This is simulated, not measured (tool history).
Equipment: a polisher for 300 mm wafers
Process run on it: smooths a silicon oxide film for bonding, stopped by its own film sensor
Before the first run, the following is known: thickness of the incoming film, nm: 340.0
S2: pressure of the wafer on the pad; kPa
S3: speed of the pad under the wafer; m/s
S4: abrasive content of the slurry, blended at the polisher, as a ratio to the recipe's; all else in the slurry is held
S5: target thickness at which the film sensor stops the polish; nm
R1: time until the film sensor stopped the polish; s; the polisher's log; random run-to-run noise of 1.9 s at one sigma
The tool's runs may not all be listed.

Run 1, hour 0: flow of slurry (ml/min) 270, S2 16.5 kPa, S3 1.06 m/s, S4 1, S5 247 nm. Result: R1 106.35 s.
Run 2, hour 2.7: flow of slurry (ml/min) 330, S2 16.5 kPa, S3 1.06 m/s, S4 1, S5 247 nm. Result: R1 105.87 s.
Run 3, hour 9: flow of slurry (ml/min) 330, S2 15.2 kPa, S3 1.06 m/s, S4 1, S5 247 nm. Result: R1 113.05 s.
Run 4, hour 15.5: flow of slurry (ml/min) 330, S2 15.2 kPa, S3 1.06 m/s, S4 1, S5 243 nm. Result: R1 117.1 s.
Run 5, hour 16.7: flow of slurry (ml/min) 330, S2 13.8 kPa, S3 1.06 m/s, S4 1, S5 243 nm. Result: R1 131.17 s.
Run 6, hour 23.5: flow of slurry (ml/min) 330, S2 13.8 kPa, S3 1.06 m/s, S4 1, S5 247 nm. Result: R1 125.73 s.
At hour 30.7: slurry nozzle cleaned.
Run 7, hour 30.7: flow of slurry (ml/min) 330, S2 13.1 kPa, S3 1.06 m/s, S4 1, S5 247 nm. Result: R1 128.2 s.
Run 8, hour 37.1: flow of slurry (ml/min) 330, S2 9 kPa, S3 1.04 m/s, S4 1, S5 247 nm. Result: R1 185.42 s.

Estimate the outcome of run 9 from the log above:
Run 9, hour 43.3: flow of slurry (ml/min) 330, S2 9.7 kPa, S3 1.04 m/s, S4 1, S5 247 nm. Result: R1 ?.

Run 9 measured R1 171.16 s.
